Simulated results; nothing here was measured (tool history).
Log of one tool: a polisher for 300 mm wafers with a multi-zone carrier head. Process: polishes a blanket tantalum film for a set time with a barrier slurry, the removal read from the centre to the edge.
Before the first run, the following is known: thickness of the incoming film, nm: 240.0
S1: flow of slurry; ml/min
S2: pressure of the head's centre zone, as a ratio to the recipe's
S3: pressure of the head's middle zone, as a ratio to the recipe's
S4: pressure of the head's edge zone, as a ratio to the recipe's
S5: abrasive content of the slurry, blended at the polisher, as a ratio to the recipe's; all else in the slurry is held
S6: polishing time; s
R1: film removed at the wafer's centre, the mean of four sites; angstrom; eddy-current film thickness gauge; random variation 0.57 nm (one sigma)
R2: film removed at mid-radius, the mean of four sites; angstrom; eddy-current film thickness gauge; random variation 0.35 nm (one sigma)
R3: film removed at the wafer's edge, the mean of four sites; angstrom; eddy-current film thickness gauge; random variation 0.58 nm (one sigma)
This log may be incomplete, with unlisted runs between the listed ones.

run 1 hour=0 | S1=305 S2=1 S3=1 S4=1 S5=1 S6=65 | R1=719.01 R2=716.99 R3=704.01
run 2 hour=2.1 | S1=300 S2=0.97 S3=1 S4=0.98 S5=0.9 S6=63 | R1=645.83 R2=669.97 R3=663.87
run 3 hour=8.1 | S1=335 S2=0.97 S3=1 S4=0.98 S5=0.9 S6=63 | R1=644.83 R2=675.47 R3=665.16
run 4 hour=12.7 | S1=340 S2=0.96 S3=1.01 S4=0.96 S5=0.85 S6=61 | R1=613.04 R2=631.5 R3=630.13
run 5 hour=15.1 | S1=335 S2=0.94 S3=1.03 S4=0.94 S5=0.8 S6=60 | R1=562.04 R2=613.26 R3=603.92
run 6 hour=23.6 | S1=335 S2=0.94 S3=1.05 S4=0.92 S5=0.75 S6=59 | R1=531.37 R2=590.5 R3=556.27
run 7 hour=30.4 | S1=330 S2=0.93 S3=1.05 S4=0.9 S5=0.7 S6=59 | R1=495.45 R2=560.21 R3=518.06
run 8 hour=32.2 | S1=315 S2=0.92 S3=1.04 S4=0.9 S5=0.7 S6=59 | R1=487.76 R2=557.15 R3=520.04
run 9 hour=37.6 | S1=300 S2=0.91 S3=1.03 S4=0.9 S5=0.7 S6=59 | R1=481.16 R2=549.88 R3=512.51
run 10 hour=45.5 | S1=290 S2=0.9 S3=1.02 S4=0.9 S5=0.7 S6=59 | R1=486.41 R2=547.78 R3=506.83
run 11 hour=48.8 | S1=290 S2=0.89 S3=1.02 S4=0.9 S5=0.7 S6=59 | R1=473.57 R2=542.62 R3=520.59
run 12 hour=50.7 | S1=280 S2=0.89 S3=1.02 S4=0.89 S5=0.7 S6=59 | R1=465.53 R2=545.61 R3=514.57
run 13 hour=53.1 | S1=275 S2=0.89 S3=1.02 S4=0.88 S5=0.7 S6=59 | R1=477.38 R2=540.27 R3=511.16
run 14 hour=59.5 | S1=270 S2=0.88 S3=1.02 S4=0.87 S5=0.7 S6=59 | R1=471.8 R2=542.97 R3=517.49
run 15 hour=64.5 | S1=280 S2=0.86 S3=1.04 S4=0.83 S5=0.5 S6=58 | R1=321.51 R2=390.22 R3=362.75
run 16 hour=72.2 | S1=280 S2=0.88 S3=1.05 S4=0.87 S5=0.5 S6=58 | R1=330.75 R2=395.28 R3=360.45
run 17 hour=75.3 | S1=295 S2=0.88 S3=1.05 S4=0.86 S5=0.5 S6=58 | R1=340.87 R2=402.27 R3=368.51
run 18 hour=80.3 | S1=300 S2=0.88 S3=1.05 S4=0.86 S5=0.55 S6=58 | R1=374.96 R2=444.36 R3=408.8
run 19 hour=86.9 | S1=320 S2=0.88 S3=1.05 S4=0.86 S5=0.55 S6=58 | R1=372.18 R2=448.31 R3=404.94

Run 20 has not been measured yet. What should we expect?
run 20 hour=89.8 | S1=330 S2=0.88 S3=1.04 S4=0.87 S5=0.55 S6=58 | R1=? R2=? R3=?

R1: 386.38 angstrom
R2: 443.84 angstrom
R3: 417.65 angstrom
